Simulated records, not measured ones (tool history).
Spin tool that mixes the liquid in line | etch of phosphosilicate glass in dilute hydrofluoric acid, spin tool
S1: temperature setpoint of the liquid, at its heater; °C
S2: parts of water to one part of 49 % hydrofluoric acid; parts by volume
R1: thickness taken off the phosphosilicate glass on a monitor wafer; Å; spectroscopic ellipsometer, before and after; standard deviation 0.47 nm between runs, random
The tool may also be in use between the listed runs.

run 1 day=0 | S1=22 S2=180 time_under_the_liquid_(s)=45 | R1=402.41
run 2 day=0.058 | S1=23 S2=175 time_under_the_liquid_(s)=45 | R1=432.03
run 3 day=0.254 | S1=20 S2=175 time_under_the_liquid_(s)=45 | R1=383.97
run 4 day=0.55 | S1=20 S2=235 time_under_the_liquid_(s)=45 | R1=269.83
run 5 day=0.858 | S1=21 S2=220 time_under_the_liquid_(s)=45 | R1=303.92
run 6 day=0.912 | S1=23 S2=220 time_under_the_liquid_(s)=45 | R1=326.4

What will run 7 give?
run 7 day=1.162 | S1=23 S2=220 time_under_the_liquid_(s)=45 | R1=?

{"run 7": {"R1": 329.63}}

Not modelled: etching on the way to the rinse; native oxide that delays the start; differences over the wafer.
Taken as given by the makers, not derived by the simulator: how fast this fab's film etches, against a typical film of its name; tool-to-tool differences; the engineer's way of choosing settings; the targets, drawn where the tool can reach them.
